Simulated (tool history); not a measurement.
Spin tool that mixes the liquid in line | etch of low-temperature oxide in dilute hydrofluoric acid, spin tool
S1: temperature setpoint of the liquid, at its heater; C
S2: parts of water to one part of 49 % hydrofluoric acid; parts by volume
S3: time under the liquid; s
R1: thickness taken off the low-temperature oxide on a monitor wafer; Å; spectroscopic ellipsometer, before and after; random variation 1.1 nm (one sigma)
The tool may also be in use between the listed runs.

run  hour    S1  S2   S3      R1
  1     0    24  65  150   632.3
  2   6.7    25  65  150   659.4
  3  13.5    26  65  150  685.03
  4  16.2  26.5  65  150  699.22
       24  -- thermometer replaced
  5    24  26.5  50  150  842.97
  6  29.9    27  50  150  869.27
  7  35.7  27.5  50  150  874.48

The next listed run, before its measurement:
  8  36.5  31.5  35  150   ?

R1: 1523.9 Å
